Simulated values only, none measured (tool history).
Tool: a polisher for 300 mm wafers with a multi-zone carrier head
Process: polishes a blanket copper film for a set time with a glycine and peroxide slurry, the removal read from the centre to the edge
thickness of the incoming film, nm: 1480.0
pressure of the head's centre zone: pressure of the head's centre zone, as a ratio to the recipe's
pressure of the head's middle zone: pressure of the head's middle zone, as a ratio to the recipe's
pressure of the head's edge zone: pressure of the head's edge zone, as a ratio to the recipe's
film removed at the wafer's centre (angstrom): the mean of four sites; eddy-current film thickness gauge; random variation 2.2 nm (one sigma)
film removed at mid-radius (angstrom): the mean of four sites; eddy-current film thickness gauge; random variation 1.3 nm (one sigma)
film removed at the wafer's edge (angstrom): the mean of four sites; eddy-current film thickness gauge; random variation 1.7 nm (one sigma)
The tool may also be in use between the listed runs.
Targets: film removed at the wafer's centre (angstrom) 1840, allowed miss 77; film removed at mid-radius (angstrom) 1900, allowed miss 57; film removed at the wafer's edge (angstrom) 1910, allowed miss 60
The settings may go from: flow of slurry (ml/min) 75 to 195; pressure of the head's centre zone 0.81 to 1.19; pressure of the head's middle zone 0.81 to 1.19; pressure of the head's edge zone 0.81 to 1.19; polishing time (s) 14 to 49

run	hour	flow of slurry (ml/min)	pressure of the head's centre zone	pressure of the head's middle zone	pressure of the head's edge zone	polishing time (s)	film removed at the wafer's centre (angstrom)	film removed at mid-radius (angstrom)	film removed at the wafer's edge (angstrom)
1	0	125	1	1	1	31	1298.5	1314.5	1282.5
2	7.7	130	1	1.01	1.03	32	1369.5	1376.5	1296.4
3	16.6	145	1	1.01	1.03	32	1417.6	1386.8	1320.5
4	21.1	140	0.99	1	1.03	34	1465.1	1459.6	1407.5
5	29.9	140	0.99	1	1.03	38	1616.5	1652.7	1577
6	31.3	140	0.99	1	0.98	38	1645.2	1642.1	1536.4
7	36.2	175	1	0.98	1.08	41	1809.2	1798.6	1757.1
8	44.5	175	1	0.98	1.09	41	1832.7	1767.5	1775.1
9	51.4	175	1	0.98	1.09	41	1823.1	1793.3	1768.1
10	58.2	175	1	0.98	1.1	41	1853.5	1780.3	1811.9
11	66.2	175	0.99	0.99	1.11	41	1794.1	1795	1790.7
12	73.2	175	0.99	0.99	1.11	41	1809.1	1817.9	1809.7
13	77.7	175	0.99	0.99	1.12	41	1813.1	1820.4	1793.4

4 next moves are on the table. One of them brings every result within its allowed miss. Which?
A	82.2	180	0.93	0.87	1.17	43	?	?	?
B	82.2	160	0.94	0.97	1.05	45	?	?	?
C	82.2	165	0.96	0.88	1.17	44	?	?	?
D	82.2	155	1	0.95	1.14	43	?	?	?

move	film removed at the wafer's centre (angstrom)	film removed at mid-radius (angstrom)	film removed at the wafer's edge (angstrom)
A	1771.2	1690.4	1965.3
B	1842.3	1907	1942.3
C	1847.4	1726	1994.2
D	1864.2	1782.2	1914.2
A: brings the result that was furthest off to its target, and leaves another outside
B: meets every target
C: takes the result that was furthest off past its target
D: brings the result that was furthest off to its target, and leaves another outside
Move B is the one to make.
